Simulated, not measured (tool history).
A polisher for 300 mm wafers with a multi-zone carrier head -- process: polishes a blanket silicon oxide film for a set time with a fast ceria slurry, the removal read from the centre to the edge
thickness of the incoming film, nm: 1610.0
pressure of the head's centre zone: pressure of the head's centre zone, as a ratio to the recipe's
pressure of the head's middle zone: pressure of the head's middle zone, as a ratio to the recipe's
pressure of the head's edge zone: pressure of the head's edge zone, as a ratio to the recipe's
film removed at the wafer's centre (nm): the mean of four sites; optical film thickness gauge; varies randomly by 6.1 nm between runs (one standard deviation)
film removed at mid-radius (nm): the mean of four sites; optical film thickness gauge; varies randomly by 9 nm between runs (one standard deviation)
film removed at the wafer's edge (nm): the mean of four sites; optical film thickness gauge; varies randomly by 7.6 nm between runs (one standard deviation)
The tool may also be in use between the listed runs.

run	hour	flow of slurry (ml/min)	pressure of the head's centre zone	pressure of the head's middle zone	pressure of the head's edge zone	polishing time (s)	film removed at the wafer's centre (nm)	film removed at mid-radius (nm)	film removed at the wafer's edge (nm)
1	0	290	1	1	1	38	572.66	571.07	566.68
2	3.6	295	1	1.04	1.02	39	598.89	604.47	584.19
3	11.5	295	1	1.04	1.02	32	493.97	506.76	470.75
4	18	295	1	1.04	1.02	29	440.33	461.4	439.82
5	18.9	295	1	1.01	1.02	29	441.51	439.84	434.12
6	23.8	290	0.99	1.03	1.03	32	490.72	495.23	480.12
7	24.5	295	0.96	1.06	1.05	34	503.92	544.33	515.7
8	27.2	295	0.96	1.08	1.07	36	533.75	575.89	550.27
9	33.4	300	0.96	1.1	1.08	38	564.82	619.64	577.55

Run 10 has not been measured yet. What should we expect?
10	34.6	300	0.96	1.11	1.09	39	?	?	?

For run 10 the tool returned film removed at the wafer's centre (nm) 578.18, film removed at mid-radius (nm) 641.43, film removed at the wafer's edge (nm) 605.47.
